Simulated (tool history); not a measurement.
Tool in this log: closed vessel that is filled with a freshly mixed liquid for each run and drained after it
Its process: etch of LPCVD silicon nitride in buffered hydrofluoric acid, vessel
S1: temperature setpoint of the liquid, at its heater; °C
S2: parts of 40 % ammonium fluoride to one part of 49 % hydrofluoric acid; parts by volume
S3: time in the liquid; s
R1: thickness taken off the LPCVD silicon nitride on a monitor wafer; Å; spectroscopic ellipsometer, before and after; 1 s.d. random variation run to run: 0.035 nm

run  hour    S1    S2   S3      R1
  1   0.0  21.0  15.0  805  60.588
  2   3.3  21.0  15.0  870  65.274
  3   5.6  23.5  15.0  870  74.528
  4   7.5  23.0  15.0  870  72.981
  5  15.6  22.5  15.0  870  71.449
  6  18.3  22.5  15.0  870  71.226
  7  26.8  22.0  15.0  870  69.347
  8  29.3  21.5  15.0  870  67.888
  9  33.4  21.0  15.0  870  64.438
 10  34.7  20.5  15.0  870  63.338

Estimate the outcome of run 11 from the log above:
     36.7  -- hydrofluoric acid flow meter replaced
 11  36.7  20.5  15.0  870   ?

Run 11 came out at R1 70.080 Å.
